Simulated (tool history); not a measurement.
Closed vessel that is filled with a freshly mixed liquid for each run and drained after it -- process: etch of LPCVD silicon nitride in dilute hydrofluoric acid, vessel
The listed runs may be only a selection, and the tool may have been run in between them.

run	hour	temperature setpoint of the liquid (C)	parts of water to one part of 49 % hydrofluoric acid (parts by volume)	time in the liquid (s)	thickness taken off the LPCVD silicon nitride on a monitor wafer (Å)
1	0	21	95	3235	123.84
2	4.4	21	95	3440	134.59
3	7.6	22.5	90	3440	153.15
4	13.9	22.5	65	3440	212.26
5	18.7	22.5	65	3235	200.59
6	23.8	26	65	3235	255.59
7	29.9	26.5	65	3235	259.22
8	35.3	27	65	3235	267.64

Run 9 has not been measured yet. What should we expect?
9	43.9	27.5	65	3235	?

thickness taken off the LPCVD silicon nitride on a monitor wafer (Å): 283.3

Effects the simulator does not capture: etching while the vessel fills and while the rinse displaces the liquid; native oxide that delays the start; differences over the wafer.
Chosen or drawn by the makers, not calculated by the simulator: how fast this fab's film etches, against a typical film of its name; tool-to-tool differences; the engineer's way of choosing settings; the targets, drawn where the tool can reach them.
